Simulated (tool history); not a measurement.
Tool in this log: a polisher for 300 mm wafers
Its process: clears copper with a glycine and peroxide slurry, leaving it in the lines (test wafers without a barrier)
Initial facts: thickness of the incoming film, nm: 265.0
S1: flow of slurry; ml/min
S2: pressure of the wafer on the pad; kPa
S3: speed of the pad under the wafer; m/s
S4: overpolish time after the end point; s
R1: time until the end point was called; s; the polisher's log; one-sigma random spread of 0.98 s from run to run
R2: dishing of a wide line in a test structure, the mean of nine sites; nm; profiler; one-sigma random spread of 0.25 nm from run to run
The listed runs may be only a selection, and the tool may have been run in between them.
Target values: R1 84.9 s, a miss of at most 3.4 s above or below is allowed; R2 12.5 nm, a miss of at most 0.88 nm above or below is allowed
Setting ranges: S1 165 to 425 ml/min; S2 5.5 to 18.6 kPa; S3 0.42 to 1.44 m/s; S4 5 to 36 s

Run 1, day 0: S1 275 ml/min, S2 11.7 kPa, S3 0.92 m/s, S4 18 s. Result: R1 79.444 s, R2 43.607 nm.
Run 2, day 0.325: S1 325 ml/min, S2 11.7 kPa, S3 0.92 m/s, S4 18 s. Result: R1 77.581 s, R2 42.376 nm.
Run 3, day 0.496: S1 350 ml/min, S2 11.7 kPa, S3 0.92 m/s, S4 18 s. Result: R1 78.988 s, R2 43.665 nm.
Run 4, day 0.729: S1 350 ml/min, S2 11.7 kPa, S3 0.7 m/s, S4 18 s. Result: R1 96.822 s, R2 37.979 nm.
Run 5, day 1.033: S1 350 ml/min, S2 13.1 kPa, S3 0.7 m/s, S4 18 s. Result: R1 89.045 s, R2 39.279 nm.
Run 6, day 1.3: S1 345 ml/min, S2 14.5 kPa, S3 0.62 m/s, S4 14 s. Result: R1 92.038 s, R2 30.156 nm.
Run 7, day 1.492: S1 295 ml/min, S2 15.9 kPa, S3 0.58 m/s, S4 11 s. Result: R1 92.555 s, R2 24.776 nm.
Run 8, day 1.542: S1 260 ml/min, S2 16.5 kPa, S3 0.56 m/s, S4 9 s. Result: R1 92.949 s, R2 20.321 nm.
Run 9, day 1.846: S1 235 ml/min, S2 17.2 kPa, S3 0.56 m/s, S4 8 s. Result: R1 89.46 s, R2 18.088 nm.
Run 10, day 2.179: S1 215 ml/min, S2 17.9 kPa, S3 0.56 m/s, S4 7 s. Result: R1 90.908 s, R2 16.58 nm.

Pick the move, out of 5, that brings all results within their allowed miss; only one does.
Run A, day 2.512: S1 165 ml/min, S2 15.2 kPa, S3 0.62 m/s, S4 5 s. Result: R1 ?, R2 ?.
Run B, day 2.512: S1 175 ml/min, S2 17.2 kPa, S3 0.54 m/s, S4 5 s. Result: R1 ?, R2 ?.
Run C, day 2.512: S1 195 ml/min, S2 18.6 kPa, S3 0.5 m/s, S4 5 s. Result: R1 ?, R2 ?.
Run D, day 2.512: S1 220 ml/min, S2 17.9 kPa, S3 0.5 m/s, S4 5 s. Result: R1 ?, R2 ?.
Run E, day 2.512: S1 270 ml/min, S2 18.6 kPa, S3 0.58 m/s, S4 5 s. Result: R1 ?, R2 ?.

move      R1      R2
   A  95.038  10.888
   B  96.016  10.798
   C  95.441  10.871
   D  96.538  10.749
   E  83.503  12.363
A: takes the biggest miss from the last run beyond its target
B: takes the biggest miss from the last run beyond its target
C: takes the biggest miss from the last run beyond its target
D: takes the biggest miss from the last run beyond its target
E: every result within its allowed miss
E is the move that brings every result within its allowed miss.
